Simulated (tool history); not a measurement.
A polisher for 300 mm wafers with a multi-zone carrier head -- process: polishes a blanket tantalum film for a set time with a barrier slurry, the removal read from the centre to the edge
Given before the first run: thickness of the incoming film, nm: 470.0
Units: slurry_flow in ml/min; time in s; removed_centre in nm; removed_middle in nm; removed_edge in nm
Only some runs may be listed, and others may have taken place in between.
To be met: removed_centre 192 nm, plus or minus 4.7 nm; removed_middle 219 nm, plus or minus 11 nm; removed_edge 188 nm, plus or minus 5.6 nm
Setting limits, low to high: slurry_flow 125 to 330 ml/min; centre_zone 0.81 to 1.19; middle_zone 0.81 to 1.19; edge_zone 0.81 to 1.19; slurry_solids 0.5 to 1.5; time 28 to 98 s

| run | hour | slurry_flow | centre_zone | middle_zone | edge_zone | slurry_solids | time | removed_centre | removed_middle | removed_edge |
|---|---|---|---|---|---|---|---|---|---|---|
| 1 | 0 | 210 | 1 | 1 | 1 | 1 | 63 | 157.72 | 158.86 | 154.27 |
| 2 | 2 | 210 | 1 | 1 | 1 | 0.9 | 63 | 151.86 | 150.94 | 149.58 |
| 3 | 4.2 | 220 | 1.01 | 1.04 | 1.03 | 1 | 63 | 160.93 | 161.42 | 156.7 |
| 4 | 6.9 | 225 | 1 | 1.07 | 1.03 | 1.1 | 63 | 162.11 | 170.61 | 160.41 |
| 5 | 15.6 | 225 | 0.96 | 1.07 | 1.03 | 1.1 | 63 | 157.82 | 173.6 | 161.5 |
| 6 | 21.2 | 235 | 0.97 | 1.09 | 1.04 | 1.2 | 63 | 164.76 | 175.21 | 166.72 |
| 7 | 22.1 | 230 | 0.97 | 1.11 | 1.02 | 1.25 | 64 | 169.22 | 187.11 | 168.36 |
| 8 | 27 | 235 | 0.97 | 1.13 | 1.02 | 1.3 | 65 | 171.44 | 191.2 | 173.09 |
| 9 | 28 | 240 | 0.97 | 1.14 | 1.01 | 1.35 | 66 | 177.32 | 205 | 177.01 |
| 10 | 32.8 | 250 | 0.98 | 1.15 | 1.02 | 1.35 | 66 | 179.75 | 202.25 | 182.03 |
| 11 | 34.7 | 255 | 0.99 | 1.16 | 1.01 | 1.4 | 66 | 184.82 | 208.42 | 178.91 |
| 12 | 37.9 | 260 | 0.99 | 1.17 | 1.02 | 1.4 | 66 | 184.11 | 212.61 | 181.89 |

Which single option among these 4 for the next run brings every result within its allowed miss of target? Just one does.
| A | 41.1 | 240 | 1 | 1.17 | 1.01 | 1.35 | 69 | ? | ? | ? |
| B | 41.1 | 210 | 0.9 | 1.19 | 0.93 | 1.15 | 82 | ? | ? | ? |
| C | 41.1 | 280 | 0.98 | 1.17 | 1.08 | 1.25 | 63 | ? | ? | ? |
| D | 41.1 | 255 | 0.99 | 1.02 | 1.18 | 1.35 | 69 | ? | ? | ? |

| move | removed_centre | removed_middle | removed_edge |
|---|---|---|---|
| A | 193.78 | 212.5 | 187.83 |
| B | 195.31 | 241.42 | 202.96 |
| C | 173.69 | 193.86 | 176.33 |
| D | 193.32 | 190.37 | 204.74 |
A: all results land within tolerance of their targets
B: the furthest-off result lands on target, but another misses its tolerance
C: lands further from the targets than the last run did
D: the furthest-off result lands on target, but another misses its tolerance
So the answer is move A, the one that meets all the targets.
